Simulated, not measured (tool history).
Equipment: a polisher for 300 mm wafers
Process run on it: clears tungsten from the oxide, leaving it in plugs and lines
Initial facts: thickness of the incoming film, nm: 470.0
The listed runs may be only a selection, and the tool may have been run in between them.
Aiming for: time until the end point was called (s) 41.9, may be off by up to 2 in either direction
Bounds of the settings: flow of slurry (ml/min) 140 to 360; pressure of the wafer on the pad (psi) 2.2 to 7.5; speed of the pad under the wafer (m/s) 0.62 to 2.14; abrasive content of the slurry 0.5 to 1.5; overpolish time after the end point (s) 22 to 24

run  hour  flow of slurry (ml/min)  pressure of the wafer on the pad (psi)  speed of the pad under the wafer (m/s)  abrasive content of the slurry  overpolish time after the end point (s)  time until the end point was called (s)
  1     0                      230                                     4.8                                    1.38                               1                                       22                                   52.537
  2   1.6                      230                                     4.8                                    1.38                            1.15                                       22                                   50.303
  3   5.5                      230                                     4.8                                    1.38                            0.95                                       22                                   52.002
  4  10.4                      230                                     4.8                                    1.38                            0.75                                       22                                   56.179
  5  17.1                      230                                     5.9                                    1.38                            0.75                                       22                                   47.238
  6  21.5                      230                                     6.1                                    1.38                            0.75                                       22                                   46.624
  7    24                      230                                     6.3                                    1.38                            0.75                                       22                                   46.054
  8  29.3                      230                                     6.5                                    1.38                            0.75                                       22                                   43.988

Which of these 4 next moves meets every target?
  A  34.6                      255                                     5.9                                    1.42                            0.75                                       22                                        ?
  B  34.6                      240                                     6.6                                    1.54                            0.75                                       22                                        ?
  C  34.6                      310                                     6.4                                    1.46                             0.7                                       22                                        ?
  D  34.6                      230                                     6.3                                    1.48                            0.55                                       22                                        ?

move  time until the end point was called (s)
   A                                   45.231
   B                                   38.421
   C                                   41.289
   D                                   45.066
A: lands further from the targets than the last run did
B: pushes the last run's worst result past its target
C: all results in spec
D: lands further from the targets than the last run did
Correct choice: C, which meets every target
